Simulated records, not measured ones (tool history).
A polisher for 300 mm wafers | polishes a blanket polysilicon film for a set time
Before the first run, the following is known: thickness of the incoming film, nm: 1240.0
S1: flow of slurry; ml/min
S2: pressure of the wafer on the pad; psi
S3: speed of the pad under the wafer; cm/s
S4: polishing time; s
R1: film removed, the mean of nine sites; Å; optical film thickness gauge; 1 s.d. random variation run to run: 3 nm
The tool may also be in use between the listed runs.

{"run": 1, "hour": 0.0, "S1": 205, "S2": 2.7, "S3": 78, "S4": 31, "R1": 1555.3}
{"run": 2, "hour": 2.1, "S1": 205, "S2": 2.7, "S3": 78, "S4": 31, "R1": 1534.1}
{"run": 3, "hour": 6.9, "S1": 205, "S2": 3.3, "S3": 78, "S4": 31, "R1": 1912.4}
{"run": 4, "hour": 9.5, "S1": 205, "S2": 2.7, "S3": 78, "S4": 31, "R1": 1530.9}
{"run": 5, "hour": 11.8, "S1": 205, "S2": 2.7, "S3": 78, "S4": 28, "R1": 1405.0}
{"run": 6, "hour": 17.3, "S1": 205, "S2": 2.3, "S3": 78, "S4": 28, "R1": 1205.8}
{"run": 7, "hour": 25.5, "S1": 205, "S2": 2.8, "S3": 80, "S4": 28, "R1": 1502.1}
{"run": 8, "hour": 31.5, "S1": 205, "S2": 3.1, "S3": 82, "S4": 28, "R1": 1687.6}
{"run": 9, "hour": 38.8, "S1": 205, "S2": 3.4, "S3": 84, "S4": 28, "R1": 1901.4}
{"run": 10, "hour": 44.5, "S1": 205, "S2": 3.6, "S3": 86, "S4": 28, "R1": 2031.2}
{"run": 11, "hour": 45.2, "S1": 205, "S2": 3.7, "S3": 88, "S4": 28, "R1": 2109.5}

Expected results for the next run?
{"run": 12, "hour": 46.9, "S1": 205, "S2": 3.8, "S3": 92, "S4": 28, "R1": "?"}

Run 12 produced R1 2310.7 Å.
